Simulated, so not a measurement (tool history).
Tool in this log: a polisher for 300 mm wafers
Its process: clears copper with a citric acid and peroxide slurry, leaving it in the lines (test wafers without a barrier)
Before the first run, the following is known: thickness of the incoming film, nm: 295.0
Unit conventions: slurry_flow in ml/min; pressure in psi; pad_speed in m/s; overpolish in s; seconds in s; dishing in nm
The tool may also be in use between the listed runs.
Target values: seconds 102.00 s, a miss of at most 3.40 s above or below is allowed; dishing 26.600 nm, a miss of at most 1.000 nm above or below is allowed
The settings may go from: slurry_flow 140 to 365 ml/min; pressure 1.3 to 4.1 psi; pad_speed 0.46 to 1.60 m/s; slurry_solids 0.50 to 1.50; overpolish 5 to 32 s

run	hour	slurry_flow	pressure	pad_speed	slurry_solids	overpolish	seconds	dishing
1	0.0	235	2.7	1.02	1.00	16	134.35	20.539
2	2.1	240	2.9	1.02	1.00	16	128.48	21.860
3	8.8	240	2.5	1.02	1.00	16	144.68	19.566
4	17.7	240	2.8	1.02	1.00	16	130.87	21.081
# hour 25.2: worn pad replaced by a new one
5	25.2	240	2.8	1.02	1.00	10	119.22	15.339
6	28.4	215	2.8	1.02	1.00	10	121.73	15.210
7	30.9	215	3.0	1.02	1.00	12	114.65	18.630
8	36.6	215	3.1	1.02	1.00	13	113.20	21.191
9	40.2	210	3.2	1.02	1.00	13	108.45	21.324
10	47.9	210	3.3	1.02	1.00	14	108.42	22.978
11	53.8	210	3.4	1.02	1.00	14	104.16	23.475
12	62.4	210	3.5	1.02	1.00	15	101.90	25.414

Below are 4 possible settings for the next run. Only one of them brings all results inside the allowed miss of their targets. Which is it?
A	71.0	215	3.5	1.02	1.00	17	?	?
B	71.0	185	4.1	0.90	0.90	16	?	?
C	71.0	195	3.4	0.98	1.00	19	?	?
D	71.0	255	4.0	0.86	1.15	14	?	?

move	seconds	dishing
A	100.96	28.261
B	103.20	26.472
C	108.92	29.087
D	102.54	23.704
A: takes the result that was furthest off past its target
B: each result inside its tolerance
C: takes the result that was furthest off past its target
D: the biggest miss grows against the last run
The right move is B.
